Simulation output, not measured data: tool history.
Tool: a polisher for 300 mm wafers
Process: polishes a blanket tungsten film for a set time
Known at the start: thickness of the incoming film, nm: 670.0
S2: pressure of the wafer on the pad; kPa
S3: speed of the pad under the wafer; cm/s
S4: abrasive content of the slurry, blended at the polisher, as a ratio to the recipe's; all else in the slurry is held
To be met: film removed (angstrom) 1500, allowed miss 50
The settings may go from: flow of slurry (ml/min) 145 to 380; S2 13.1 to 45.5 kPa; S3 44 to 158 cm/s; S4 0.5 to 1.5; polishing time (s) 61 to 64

Run 1, hour 0: flow of slurry (ml/min) 245, S2 29 kPa, S3 100 cm/s, S4 1, polishing time (s) 61. Result: film removed (angstrom) 3101.5.
Run 2, hour 7.8: flow of slurry (ml/min) 245, S2 29 kPa, S3 100 cm/s, S4 0.9, polishing time (s) 61. Result: film removed (angstrom) 3051.
Run 3, hour 8.6: flow of slurry (ml/min) 245, S2 24.8 kPa, S3 96 cm/s, S4 0.9, polishing time (s) 61. Result: film removed (angstrom) 2577.1.
Run 4, hour 11.6: flow of slurry (ml/min) 245, S2 24.8 kPa, S3 120 cm/s, S4 0.9, polishing time (s) 61. Result: film removed (angstrom) 3187.9.
Run 5, hour 16.5: flow of slurry (ml/min) 240, S2 22.1 kPa, S3 110 cm/s, S4 0.9, polishing time (s) 61. Result: film removed (angstrom) 2644.4.
Run 6, hour 17.8: flow of slurry (ml/min) 235, S2 20 kPa, S3 104 cm/s, S4 0.9, polishing time (s) 61. Result: film removed (angstrom) 2311.8.
Run 7, hour 25.4: flow of slurry (ml/min) 230, S2 18.6 kPa, S3 100 cm/s, S4 0.9, polishing time (s) 61. Result: film removed (angstrom) 2132.4.
Run 8, hour 26: flow of slurry (ml/min) 230, S2 17.2 kPa, S3 96 cm/s, S4 0.9, polishing time (s) 61. Result: film removed (angstrom) 1928.
Run 9, hour 29.1: flow of slurry (ml/min) 230, S2 16.5 kPa, S3 94 cm/s, S4 0.9, polishing time (s) 61. Result: film removed (angstrom) 1836.
Run 10, hour 34.8: flow of slurry (ml/min) 225, S2 13.1 kPa, S3 84 cm/s, S4 0.9, polishing time (s) 61. Result: film removed (angstrom) 1392.1.
Run 11, hour 38: flow of slurry (ml/min) 225, S2 13.8 kPa, S3 84 cm/s, S4 0.9, polishing time (s) 61. Result: film removed (angstrom) 1430.9.
Run 12, hour 46.3: flow of slurry (ml/min) 225, S2 13.8 kPa, S3 84 cm/s, S4 0.9, polishing time (s) 61. Result: film removed (angstrom) 1428.

5 next moves are on the table. One of them brings every result within its allowed miss. Which?
Run A, hour 54.6: flow of slurry (ml/min) 210, S2 13.8 kPa, S3 80 cm/s, S4 0.85, polishing time (s) 63. Result: film removed (angstrom) ?.
Run B, hour 54.6: flow of slurry (ml/min) 195, S2 13.1 kPa, S3 84 cm/s, S4 0.9, polishing time (s) 63. Result: film removed (angstrom) ?.
Run C, hour 54.6: flow of slurry (ml/min) 145, S2 14.5 kPa, S3 90 cm/s, S4 0.85, polishing time (s) 61. Result: film removed (angstrom) ?.
Run D, hour 54.6: flow of slurry (ml/min) 250, S2 17.2 kPa, S3 62 cm/s, S4 0.95, polishing time (s) 63. Result: film removed (angstrom) ?.
Run E, hour 54.6: flow of slurry (ml/min) 305, S2 15.9 kPa, S3 68 cm/s, S4 1.2, polishing time (s) 61. Result: film removed (angstrom) ?.

move  film removed (angstrom)
   A                   1370.4
   B                   1393.7
   C                     1474
   D                     1322
   E                   1416.2
A: further off than the last run
B: further off than the last run
C: meets every target
D: further off than the last run
E: further off than the last run
Move C is the one to make.
